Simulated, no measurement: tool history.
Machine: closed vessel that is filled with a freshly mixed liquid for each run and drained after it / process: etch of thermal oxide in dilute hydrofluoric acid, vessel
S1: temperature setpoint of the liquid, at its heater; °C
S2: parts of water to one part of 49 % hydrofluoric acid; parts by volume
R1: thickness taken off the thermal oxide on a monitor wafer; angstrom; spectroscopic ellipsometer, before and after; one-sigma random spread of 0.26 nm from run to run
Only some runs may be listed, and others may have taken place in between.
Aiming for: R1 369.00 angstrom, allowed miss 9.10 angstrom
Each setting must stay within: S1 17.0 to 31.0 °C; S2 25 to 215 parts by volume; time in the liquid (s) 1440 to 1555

Run 1, hour 0.0: S1 23.0 °C, S2 120 parts by volume, time in the liquid (s) 1440. Result: R1 560.13 angstrom.
Run 2, hour 7.2: S1 21.5 °C, S2 125 parts by volume, time in the liquid (s) 1440. Result: R1 503.94 angstrom.
Run 3, hour 13.2: S1 20.5 °C, S2 130 parts by volume, time in the liquid (s) 1440. Result: R1 463.95 angstrom.
Run 4, hour 20.1: S1 20.5 °C, S2 105 parts by volume, time in the liquid (s) 1440. Result: R1 587.39 angstrom.
Run 5, hour 22.3: S1 20.0 °C, S2 115 parts by volume, time in the liquid (s) 1440. Result: R1 519.18 angstrom.
Run 6, hour 26.5: S1 20.0 °C, S2 135 parts by volume, time in the liquid (s) 1440. Result: R1 438.44 angstrom.
Run 7, hour 35.1: S1 19.5 °C, S2 135 parts by volume, time in the liquid (s) 1440. Result: R1 426.69 angstrom.
Run 8, hour 39.0: S1 19.0 °C, S2 135 parts by volume, time in the liquid (s) 1440. Result: R1 414.03 angstrom.
Run 9, hour 42.9: S1 18.5 °C, S2 135 parts by volume, time in the liquid (s) 1440. Result: R1 409.67 angstrom.

Exercise: of the 5 proposed moves below, exactly one satisfies all targets within the stated allowed misses. Which move is it?
Run A, hour 46.8: S1 19.0 °C, S2 135 parts by volume, time in the liquid (s) 1505. Result: R1 ?.
Run B, hour 46.8: S1 20.0 °C, S2 165 parts by volume, time in the liquid (s) 1555. Result: R1 ?.
Run C, hour 46.8: S1 20.0 °C, S2 130 parts by volume, time in the liquid (s) 1540. Result: R1 ?.
Run D, hour 46.8: S1 18.5 °C, S2 130 parts by volume, time in the liquid (s) 1535. Result: R1 ?.
Run E, hour 46.8: S1 18.0 °C, S2 155 parts by volume, time in the liquid (s) 1465. Result: R1 ?.

move      R1
   A  434.12
   B  370.35
   C  482.86
   D  452.87
   E  346.36
A: misses by more than the last run did
B: every result lands within tolerance
C: misses by more than the last run did
D: misses by more than the last run did
E: pushes the last run's worst result past its target
Go with B: it meets all targets.
